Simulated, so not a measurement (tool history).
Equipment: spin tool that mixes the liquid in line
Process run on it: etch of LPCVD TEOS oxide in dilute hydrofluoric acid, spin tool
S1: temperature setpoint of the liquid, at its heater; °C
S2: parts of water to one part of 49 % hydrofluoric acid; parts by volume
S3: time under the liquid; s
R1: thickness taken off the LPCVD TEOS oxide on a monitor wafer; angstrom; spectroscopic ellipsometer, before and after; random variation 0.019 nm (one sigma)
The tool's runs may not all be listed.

| run | hour | S1 | S2 | S3 | R1 |
|---|---|---|---|---|---|
| 1 | 0 | 24 | 245 | 25 | 38.566 |
| 2 | 6.9 | 22 | 260 | 25 | 33.406 |
| 3 | 8.8 | 20.5 | 270 | 25 | 30.868 |
| 4 | 9.4 | 19.5 | 280 | 25 | 27.868 |
| 5 | 10.1 | 19.5 | 280 | 25 | 28.076 |
| 6 | 17.6 | 19.5 | 280 | 25 | 27.77 |
| 7 | 26.5 | 19 | 280 | 25 | 27.19 |
| 8 | 29.9 | 18.5 | 280 | 25 | 26.884 |

Expected results for the next run?
| 9 | 38.6 | 18 | 280 | 25 | ? |

R1: 26.073 angstrom

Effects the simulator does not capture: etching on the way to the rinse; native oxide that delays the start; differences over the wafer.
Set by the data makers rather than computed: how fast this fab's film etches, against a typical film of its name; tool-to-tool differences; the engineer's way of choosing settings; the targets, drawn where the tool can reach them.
